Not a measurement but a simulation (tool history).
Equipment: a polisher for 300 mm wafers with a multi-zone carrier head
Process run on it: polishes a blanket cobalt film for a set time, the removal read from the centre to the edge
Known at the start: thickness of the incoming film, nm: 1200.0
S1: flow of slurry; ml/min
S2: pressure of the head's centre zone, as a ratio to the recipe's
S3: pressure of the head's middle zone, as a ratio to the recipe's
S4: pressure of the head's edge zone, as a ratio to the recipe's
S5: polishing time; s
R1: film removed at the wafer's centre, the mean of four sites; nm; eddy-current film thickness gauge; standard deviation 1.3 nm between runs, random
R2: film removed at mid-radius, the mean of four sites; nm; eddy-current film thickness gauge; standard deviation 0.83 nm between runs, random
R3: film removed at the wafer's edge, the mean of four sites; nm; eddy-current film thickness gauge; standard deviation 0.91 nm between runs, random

run,hour,S1,S2,S3,S4,S5,R1,R2,R3
1,0,265,1,1,1,39,197.17,202.94,198.71
2,0.5,255,0.99,0.96,0.97,34,172.16,168.47,170.64
3,1.9,250,0.97,0.94,0.94,31,148.23,151.7,154.34
4,6.7,245,0.98,0.92,0.91,29,141.79,140.89,140.86
5,14.7,235,0.98,0.89,0.9,27,132.22,125.21,131.23
6,23.4,275,0.98,0.89,0.9,27,133.84,127.09,133.09
# hour 24.2: slurry nozzle cleaned
7,24.2,235,0.96,0.82,0.81,21,101.76,95.032,102.38
8,28.6,250,0.97,0.83,0.82,21,105.73,94.947,102.98
9,35.2,255,0.97,0.84,0.83,21,102.97,97.512,102.55
10,42.8,255,0.98,0.85,0.85,21,107.25,95.96,105
11,44.9,320,0.97,0.93,0.87,22,112.19,111.73,111.05
12,50.5,320,0.97,0.92,0.87,22,113.47,111.1,111.44

Forecast run 13:
13,52.7,320,0.97,0.91,0.87,22,?,?,?

{"run 13": {"R1": 111.26, "R2": 110.68, "R3": 109.84}}
